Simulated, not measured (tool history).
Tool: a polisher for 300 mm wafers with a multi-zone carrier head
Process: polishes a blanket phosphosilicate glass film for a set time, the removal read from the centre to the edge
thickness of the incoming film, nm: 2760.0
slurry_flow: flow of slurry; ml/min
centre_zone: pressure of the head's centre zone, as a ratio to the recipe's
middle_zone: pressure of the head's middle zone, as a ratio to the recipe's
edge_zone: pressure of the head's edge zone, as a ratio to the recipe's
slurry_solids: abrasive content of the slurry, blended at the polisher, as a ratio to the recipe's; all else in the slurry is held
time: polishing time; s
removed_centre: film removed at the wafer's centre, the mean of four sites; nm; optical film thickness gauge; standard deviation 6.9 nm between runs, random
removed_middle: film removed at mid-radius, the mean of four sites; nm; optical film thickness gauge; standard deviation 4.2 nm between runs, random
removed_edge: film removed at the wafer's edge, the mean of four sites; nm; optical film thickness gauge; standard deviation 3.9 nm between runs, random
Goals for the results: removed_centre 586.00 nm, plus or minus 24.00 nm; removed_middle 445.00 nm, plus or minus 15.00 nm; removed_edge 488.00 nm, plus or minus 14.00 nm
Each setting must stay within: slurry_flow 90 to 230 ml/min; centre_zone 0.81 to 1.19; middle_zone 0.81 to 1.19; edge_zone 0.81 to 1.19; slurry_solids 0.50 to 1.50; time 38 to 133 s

{"run": 1, "hour": 0.0, "slurry_flow": 150, "centre_zone": 1.0, "middle_zone": 1.0, "edge_zone": 1.0, "slurry_solids": 1.0, "time": 85, "removed_centre": 682.16, "removed_middle": 663.93, "removed_edge": 671.74}
{"run": 2, "hour": 4.6, "slurry_flow": 150, "centre_zone": 1.0, "middle_zone": 1.0, "edge_zone": 1.0, "slurry_solids": 0.85, "time": 85, "removed_centre": 634.99, "removed_middle": 615.77, "removed_edge": 606.81}
{"run": 3, "hour": 8.8, "slurry_flow": 140, "centre_zone": 1.02, "middle_zone": 0.94, "edge_zone": 0.97, "slurry_solids": 0.8, "time": 85, "removed_centre": 618.62, "removed_middle": 558.76, "removed_edge": 583.75}
{"run": 4, "hour": 14.3, "slurry_flow": 140, "centre_zone": 1.02, "middle_zone": 0.94, "edge_zone": 1.01, "slurry_solids": 0.8, "time": 85, "removed_centre": 601.91, "removed_middle": 558.27, "removed_edge": 591.1}
{"run": 5, "hour": 16.1, "slurry_flow": 140, "centre_zone": 1.11, "middle_zone": 0.94, "edge_zone": 1.01, "slurry_solids": 0.8, "time": 85, "removed_centre": 678.57, "removed_middle": 553.95, "removed_edge": 592.45}
{"run": 6, "hour": 17.8, "slurry_flow": 140, "centre_zone": 1.11, "middle_zone": 0.94, "edge_zone": 0.97, "slurry_solids": 0.8, "time": 85, "removed_centre": 667.67, "removed_middle": 558.24, "removed_edge": 572.42}
{"run": 7, "hour": 23.4, "slurry_flow": 130, "centre_zone": 1.12, "middle_zone": 0.9, "edge_zone": 0.94, "slurry_solids": 0.75, "time": 85, "removed_centre": 637.48, "removed_middle": 513.11, "removed_edge": 540.64}
{"run": 8, "hour": 28.6, "slurry_flow": 120, "centre_zone": 1.12, "middle_zone": 0.87, "edge_zone": 0.92, "slurry_solids": 0.75, "time": 85, "removed_centre": 623.95, "removed_middle": 485.81, "removed_edge": 538.28}
{"run": 9, "hour": 36.2, "slurry_flow": 115, "centre_zone": 1.12, "middle_zone": 0.86, "edge_zone": 0.89, "slurry_solids": 0.75, "time": 85, "removed_centre": 618.7, "removed_middle": 477.47, "removed_edge": 515.81}
{"run": 10, "hour": 39.1, "slurry_flow": 110, "centre_zone": 1.12, "middle_zone": 0.85, "edge_zone": 0.88, "slurry_solids": 0.75, "time": 85, "removed_centre": 604.97, "removed_middle": 463.02, "removed_edge": 520.87}
{"run": 11, "hour": 45.0, "slurry_flow": 105, "centre_zone": 1.12, "middle_zone": 0.85, "edge_zone": 0.86, "slurry_solids": 0.75, "time": 85, "removed_centre": 591.99, "removed_middle": 457.94, "removed_edge": 513.21}
{"run": 12, "hour": 53.1, "slurry_flow": 105, "centre_zone": 1.12, "middle_zone": 0.85, "edge_zone": 0.86, "slurry_solids": 0.75, "time": 85, "removed_centre": 608.02, "removed_middle": 461.17, "removed_edge": 504.9}

Next run, 4 choices. One meets every target within its allowed miss, the rest don't. Which?
{"run": "A", "hour": 61.2, "slurry_flow": 160, "centre_zone": 1.02, "middle_zone": 0.81, "edge_zone": 0.91, "slurry_solids": 0.6, "time": 94, "removed_centre": "?", "removed_middle": "?", "removed_edge": "?"}
{"run": "B", "hour": 61.2, "slurry_flow": 125, "centre_zone": 1.19, "middle_zone": 0.84, "edge_zone": 0.81, "slurry_solids": 0.8, "time": 78, "removed_centre": "?", "removed_middle": "?", "removed_edge": "?"}
{"run": "C", "hour": 61.2, "slurry_flow": 115, "centre_zone": 1.14, "middle_zone": 0.86, "edge_zone": 0.91, "slurry_solids": 0.55, "time": 97, "removed_centre": "?", "removed_middle": "?", "removed_edge": "?"}
{"run": "D", "hour": 61.2, "slurry_flow": 110, "centre_zone": 1.19, "middle_zone": 0.95, "edge_zone": 0.81, "slurry_solids": 1.15, "time": 66, "removed_centre": "?", "removed_middle": "?", "removed_edge": "?"}

move=A removed_centre=589.18 removed_middle=476.13 removed_edge=530.49
move=B removed_centre=644.50 removed_middle=461.91 removed_edge=481.12
move=C removed_centre=592.48 removed_middle=453.24 removed_edge=490.57
move=D removed_centre=632.40 removed_middle=503.64 removed_edge=477.47
A: misses by more than the last run did
B: the furthest-off result lands on target, but another misses its tolerance
C: all results land within tolerance of their targets
D: the furthest-off result lands on target, but another misses its tolerance
The move that meets every target is C.
